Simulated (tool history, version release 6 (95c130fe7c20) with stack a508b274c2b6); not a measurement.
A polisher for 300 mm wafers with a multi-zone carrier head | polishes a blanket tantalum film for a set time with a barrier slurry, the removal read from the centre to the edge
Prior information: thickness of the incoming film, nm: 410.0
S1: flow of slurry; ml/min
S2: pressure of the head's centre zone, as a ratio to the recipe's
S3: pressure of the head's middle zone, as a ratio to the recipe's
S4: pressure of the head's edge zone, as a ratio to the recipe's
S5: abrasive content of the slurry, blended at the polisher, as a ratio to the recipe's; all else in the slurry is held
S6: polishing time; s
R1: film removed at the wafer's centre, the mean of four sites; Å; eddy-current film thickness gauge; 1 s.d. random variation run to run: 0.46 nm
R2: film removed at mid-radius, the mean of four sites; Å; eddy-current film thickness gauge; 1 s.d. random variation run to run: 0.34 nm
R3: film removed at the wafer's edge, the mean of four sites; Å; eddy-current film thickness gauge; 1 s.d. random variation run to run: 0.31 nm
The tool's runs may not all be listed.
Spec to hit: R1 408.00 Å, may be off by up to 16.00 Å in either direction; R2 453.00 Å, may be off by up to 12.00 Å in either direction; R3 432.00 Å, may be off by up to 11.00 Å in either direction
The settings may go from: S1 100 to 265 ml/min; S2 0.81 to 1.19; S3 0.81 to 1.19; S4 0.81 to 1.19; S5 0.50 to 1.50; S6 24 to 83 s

run    day   S1    S2    S3    S4    S5  S6      R1      R2       R3
  1  0.000  170  1.00  1.00  1.00  1.00  53  739.68  749.26   759.63
  2  0.362  170  1.00  1.00  1.00  1.00  64  891.67  897.93   903.99
  3  0.700  170  1.00  0.97  1.00  1.00  64  912.97  872.23   900.16
  4  0.996  170  1.00  0.97  1.00  1.00  69  964.18  930.87   975.85
  5  1.079  170  1.00  0.97  1.05  1.00  69  947.20  947.52  1002.20
  6  1.388  165  0.98  0.98  1.02  0.90  64  829.96  832.35   871.91
  7  1.433  160  0.96  0.99  0.99  0.85  60  749.65  758.40   783.65
  8  1.512  155  0.94  1.00  0.97  0.80  57  663.14  710.64   711.53
  9  1.692  150  0.93  1.00  0.95  0.75  55  604.25  659.64   658.83
 10  1.829  150  0.93  1.00  0.93  0.70  53  569.14  604.10   598.42
 11  1.962  150  0.92  1.00  0.91  0.65  52  525.02  567.18   552.93
 12  2.329  155  0.91  0.99  0.90  0.65  51  512.08  560.84   548.10
 13  2.450  155  0.91  0.99  0.89  0.65  50  498.01  546.14   525.82
 14  2.612  160  0.90  0.98  0.88  0.65  50  493.87  544.85   531.89
 15  2.846  155  0.90  0.98  0.87  0.65  50  493.65  539.99   529.52
 16  2.975  155  0.90  0.98  0.86  0.65  49  479.70  536.65   508.58
 17  3.333  150  0.90  0.97  0.85  0.65  49  482.64  518.74   513.06
 18  3.629  150  0.90  0.97  0.85  0.65  48  475.11  504.29   494.33
 19  3.788  145  0.90  0.97  0.84  0.65  48  457.87  501.34   497.27
 20  3.925  160  0.90  1.00  0.81  0.50  42  338.95  362.97   339.03
 21  4.179  180  0.97  1.10  0.91  0.60  42  438.53  480.52   432.20
 22  4.358  145  0.94  1.08  0.99  0.55  42  378.02  423.49   405.60
 23  4.583  190  0.95  1.08  1.00  0.60  42  431.27  477.92   451.49
 24  4.796  185  0.95  1.08  1.00  0.60  42  420.80  477.70   455.51
 25  4.896  180  0.95  1.08  1.00  0.60  42  419.60  476.85   451.46
 26  5.117  175  0.95  1.08  1.00  0.60  42  425.74  471.63   451.76

Next run, 5 choices. One meets every target within its allowed miss, the rest don't. Which?
  A  5.338  170  0.94  0.94  1.01  0.55  49   ?   ?   ?
  B  5.338  130  0.87  1.05  0.98  0.55  46   ?   ?   ?
  C  5.338  205  0.87  1.04  1.01  0.70  38   ?   ?   ?
  D  5.338  180  0.94  1.06  0.97  0.65  38   ?   ?   ?
  E  5.338  155  1.00  1.15  0.96  0.60  42   ?   ?   ?

move      R1      R2      R3
   A  449.43  456.00  486.71
   B  365.49  443.43  431.20
   C  402.36  478.64  464.53
   D  404.41  453.17  426.76
   E  433.99  491.26  432.24
A: further off than the last run
B: gets the furthest-off result to its target, but another result is out of tolerance
C: further off than the last run
D: meets every target
E: gets the furthest-off result to its target, but another result is out of tolerance
Answer: D
